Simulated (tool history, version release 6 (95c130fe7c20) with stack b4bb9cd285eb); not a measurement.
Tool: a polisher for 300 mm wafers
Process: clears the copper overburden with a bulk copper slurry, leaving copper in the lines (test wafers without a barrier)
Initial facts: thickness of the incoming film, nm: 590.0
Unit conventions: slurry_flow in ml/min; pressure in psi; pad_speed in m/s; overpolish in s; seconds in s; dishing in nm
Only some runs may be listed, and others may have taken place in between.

run 1 hour=0.0 | slurry_flow=295 pressure=1.8 pad_speed=1.12 slurry_solids=1.00 overpolish=28 | seconds=69.788 dishing=81.998
run 2 hour=3.2 | slurry_flow=295 pressure=1.5 pad_speed=1.12 slurry_solids=1.00 overpolish=28 | seconds=83.068 dishing=72.123
run 3 hour=4.0 | slurry_flow=295 pressure=1.4 pad_speed=1.04 slurry_solids=1.00 overpolish=24 | seconds=97.390 dishing=63.507
run 4 hour=11.2 | slurry_flow=295 pressure=1.4 pad_speed=1.04 slurry_solids=1.20 overpolish=24 | seconds=92.116 dishing=64.876
run 5 hour=14.2 | slurry_flow=300 pressure=1.3 pad_speed=0.98 slurry_solids=1.20 overpolish=21 | seconds=104.490 dishing=56.125
run 6 hour=15.0 | slurry_flow=300 pressure=1.3 pad_speed=0.78 slurry_solids=1.20 overpolish=21 | seconds=128.250 dishing=49.236
run 7 hour=21.4 | slurry_flow=320 pressure=1.2 pad_speed=0.76 slurry_solids=1.25 overpolish=18 | seconds=142.760 dishing=41.722
run 8 hour=24.7 | slurry_flow=345 pressure=0.8 pad_speed=0.78 slurry_solids=1.35 overpolish=12 | seconds=194.900 dishing=22.989
run 9 hour=31.1 | slurry_flow=325 pressure=0.8 pad_speed=0.78 slurry_solids=1.35 overpolish=12 | seconds=198.320 dishing=22.693
run 10 hour=39.4 | slurry_flow=320 pressure=0.8 pad_speed=0.78 slurry_solids=1.35 overpolish=13 | seconds=199.010 dishing=24.277
run 11 hour=40.5 | slurry_flow=315 pressure=0.8 pad_speed=0.78 slurry_solids=1.35 overpolish=14 | seconds=193.530 dishing=25.275
run 12 hour=43.5 | slurry_flow=305 pressure=0.8 pad_speed=0.78 slurry_solids=1.35 overpolish=14 | seconds=199.240 dishing=25.287

For run 13, what comes out?
run 13 hour=50.6 | slurry_flow=305 pressure=0.8 pad_speed=0.78 slurry_solids=1.35 overpolish=15 | seconds=? dishing=?

seconds: 199.500 s
dishing: 26.808 nm
